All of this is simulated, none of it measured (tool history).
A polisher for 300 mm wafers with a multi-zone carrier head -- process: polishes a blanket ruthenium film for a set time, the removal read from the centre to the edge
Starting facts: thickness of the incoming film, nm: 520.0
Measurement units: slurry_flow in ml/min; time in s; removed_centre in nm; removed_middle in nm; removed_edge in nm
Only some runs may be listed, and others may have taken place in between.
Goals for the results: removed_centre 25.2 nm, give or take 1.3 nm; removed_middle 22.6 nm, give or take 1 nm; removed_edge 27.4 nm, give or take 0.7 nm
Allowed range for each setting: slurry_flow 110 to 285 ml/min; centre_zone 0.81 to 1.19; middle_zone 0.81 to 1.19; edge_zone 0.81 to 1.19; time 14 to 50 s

| run | hour | slurry_flow | centre_zone | middle_zone | edge_zone | time | removed_centre | removed_middle | removed_edge |
|---|---|---|---|---|---|---|---|---|---|
| 1 | 0 | 180 | 1 | 1 | 1 | 32 | 25.897 | 27.975 | 27.956 |
| 2 | 4.3 | 180 | 1 | 1 | 1.04 | 32 | 24.82 | 28.116 | 28.099 |
| 3 | 5.7 | 200 | 1 | 1 | 1.04 | 32 | 25.545 | 28.534 | 28.296 |
| 4 | 11.4 | 200 | 1 | 1 | 1.04 | 27 | 22.073 | 24.745 | 23.719 |
| 5 | 14.9 | 195 | 1.02 | 0.95 | 1.06 | 28 | 22.549 | 24.194 | 24.715 |
| 6 | 18.1 | 195 | 1.02 | 0.95 | 0.99 | 28 | 22.839 | 24.027 | 24.146 |
| 7 | 25.3 | 185 | 1.04 | 0.92 | 1.01 | 29 | 23.592 | 24.227 | 25.156 |
| 8 | 31.7 | 170 | 1.07 | 0.89 | 1.04 | 29 | 23.711 | 23.174 | 24.965 |
| 9 | 37.9 | 165 | 1.08 | 0.87 | 1.07 | 30 | 25.142 | 23.4 | 26.325 |
| 10 | 43.8 | 165 | 1.08 | 0.86 | 1.08 | 30 | 24.804 | 23.575 | 26.369 |
| 11 | 48.8 | 160 | 1.09 | 0.85 | 1.1 | 30 | 24.729 | 22.925 | 26.193 |
| 12 | 53.9 | 160 | 1.09 | 0.84 | 1.12 | 30 | 25.347 | 22.985 | 26.812 |

Which one of the following 4 next-run settings gets every result inside its allowed miss? There is exactly one.
| A | 59 | 150 | 1 | 0.91 | 1.07 | 30 | ? | ? | ? |
| B | 59 | 180 | 1.1 | 0.88 | 1.15 | 28 | ? | ? | ? |
| C | 59 | 165 | 1.1 | 0.83 | 1.19 | 30 | ? | ? | ? |
| D | 59 | 230 | 1.08 | 0.86 | 1.16 | 30 | ? | ? | ? |

| move | removed_centre | removed_middle | removed_edge |
|---|---|---|---|
| A | 22.108 | 23.319 | 26.242 |
| B | 23.657 | 21.982 | 25.966 |
| C | 24.882 | 22.185 | 27.943 |
| D | 25.948 | 24.039 | 28.732 |
A: the biggest miss grows against the last run
B: the biggest miss grows against the last run
C: every result lands within tolerance
D: pushes the last run's worst result past its target
So the answer is move C, the one that meets all the targets.

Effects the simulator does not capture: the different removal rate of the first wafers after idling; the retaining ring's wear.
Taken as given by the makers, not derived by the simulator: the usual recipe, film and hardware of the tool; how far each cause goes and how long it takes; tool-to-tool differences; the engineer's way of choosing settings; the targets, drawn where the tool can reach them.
